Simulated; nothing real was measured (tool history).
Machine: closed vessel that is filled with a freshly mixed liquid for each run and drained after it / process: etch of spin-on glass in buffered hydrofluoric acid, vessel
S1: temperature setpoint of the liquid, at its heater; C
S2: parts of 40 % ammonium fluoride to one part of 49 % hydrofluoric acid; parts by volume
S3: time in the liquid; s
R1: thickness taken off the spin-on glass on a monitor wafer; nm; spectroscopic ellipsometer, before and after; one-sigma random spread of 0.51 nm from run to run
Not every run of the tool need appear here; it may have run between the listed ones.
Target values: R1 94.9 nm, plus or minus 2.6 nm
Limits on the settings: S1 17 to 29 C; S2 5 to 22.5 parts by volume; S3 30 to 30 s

run  hour    S1    S2  S3      R1
  1     0    21  13.5  30   43.45
  2   9.3  22.5  12.5  30  51.046
  3    18    24  12.5  30  55.979
  4  23.5    25    12  30  61.127
     27.7  -- hydrofluoric acid flow meter replaced
  5  27.7    26  11.5  30  71.984
  6  32.8    24  11.5  30  64.824
  7  38.3    25  11.5  30  67.493
  8  41.7    25  11.5  30  68.447
  9  49.5    26  11.5  30  72.479
 10  56.6  26.5  11.5  30  74.056
 11  64.8    27  11.5  30   76.31
 12  73.3  27.5  11.5  30  78.029
 13  77.6    28  11.5  30   79.38
 14  81.1    28    11  30  84.185
 15  89.1  28.5  10.5  30  89.959

Below are 4 possible settings for the next run. Only one of them brings all results inside the allowed miss of their targets. Which is it?
  A  97.1  27.5   10  30   ?
  B  97.1    29  9.5  30   ?
  C  97.1  27.5  8.5  30   ?
  D  97.1    26  8.5  30   ?

move      R1
   A  88.659
   B  99.145
   C  100.79
   D  93.012
A: further off than the last run
B: moves the result that the last run missed by most past its target, out the other side
C: moves the result that the last run missed by most past its target, out the other side
D: every result within its allowed miss
Correct choice: D, which meets every target

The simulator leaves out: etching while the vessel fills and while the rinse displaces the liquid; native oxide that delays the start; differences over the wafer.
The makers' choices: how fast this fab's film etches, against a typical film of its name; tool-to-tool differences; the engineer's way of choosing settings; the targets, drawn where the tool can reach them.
